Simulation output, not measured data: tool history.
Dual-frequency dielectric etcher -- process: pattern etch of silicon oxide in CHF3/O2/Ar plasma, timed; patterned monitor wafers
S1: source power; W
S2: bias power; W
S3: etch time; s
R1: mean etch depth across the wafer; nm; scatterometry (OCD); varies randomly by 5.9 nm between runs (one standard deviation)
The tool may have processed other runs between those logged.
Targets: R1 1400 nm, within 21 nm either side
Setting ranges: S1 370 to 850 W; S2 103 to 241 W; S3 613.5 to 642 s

| run | day | S1 | S2 | S3 | R1 |
|---|---|---|---|---|---|
| 1 | 0 | 610 | 172 | 613.5 | 1192 |
| 2 | 0.079 | 560 | 172 | 613.5 | 1122.4 |
| 3 | 0.142 | 630 | 173 | 613.5 | 1225.1 |
| 4 | 0.458 | 630 | 173 | 642 | 1270.1 |
| 5 | 0.496 | 580 | 173 | 642 | 1199.6 |
| 6 | 0.808 | 580 | 173 | 613.5 | 1150.8 |
| 7 | 0.846 | 640 | 174 | 613.5 | 1228.7 |
| 8 | 0.883 | 680 | 175 | 613.5 | 1278.5 |
| 9 | 1.096 | 710 | 176 | 613.5 | 1311.6 |
| 10 | 1.35 | 730 | 177 | 613.5 | 1342.2 |
| 11 | 1.583 | 740 | 177 | 613.5 | 1346.4 |
| 12 | 1.633 | 750 | 177 | 613.5 | 1357.2 |

Of the 4 settings listed for the next run, only one would bring every result within its allowed miss of target. Which one?
| A | 1.683 | 850 | 143 | 613.5 | ? |
| B | 1.683 | 850 | 121 | 628 | ? |
| C | 1.683 | 760 | 172 | 636.5 | ? |
| D | 1.683 | 700 | 177 | 613.5 | ? |

| move | R1 |
|---|---|
| A | 1356.1 |
| B | 1316.9 |
| C | 1406.7 |
| D | 1307.3 |
A: no better and no worse than the last run
B: its largest miss is bigger than the last run's
C: every result lands within tolerance
D: its largest miss is bigger than the last run's
Move C is the one to make.
